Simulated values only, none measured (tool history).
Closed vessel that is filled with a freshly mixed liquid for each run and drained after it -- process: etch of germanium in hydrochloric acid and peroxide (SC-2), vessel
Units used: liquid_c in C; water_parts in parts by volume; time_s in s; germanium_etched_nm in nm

run,hour,liquid_c,water_parts,time_s,germanium_etched_nm
1,0,57,7,30,109.95
2,4.3,55.5,7,30,105.8
3,12.7,54,7,30,99.842
4,15,49.5,7,30,86.791
5,16.2,50,7,30,88.314
6,18.7,45.5,7,30,76.926
7,26.9,47,7,30,80.517

Forecast run 8:
8,30.9,48.5,7,30,?

Run 8 came out at germanium_etched_nm 84.966 nm.

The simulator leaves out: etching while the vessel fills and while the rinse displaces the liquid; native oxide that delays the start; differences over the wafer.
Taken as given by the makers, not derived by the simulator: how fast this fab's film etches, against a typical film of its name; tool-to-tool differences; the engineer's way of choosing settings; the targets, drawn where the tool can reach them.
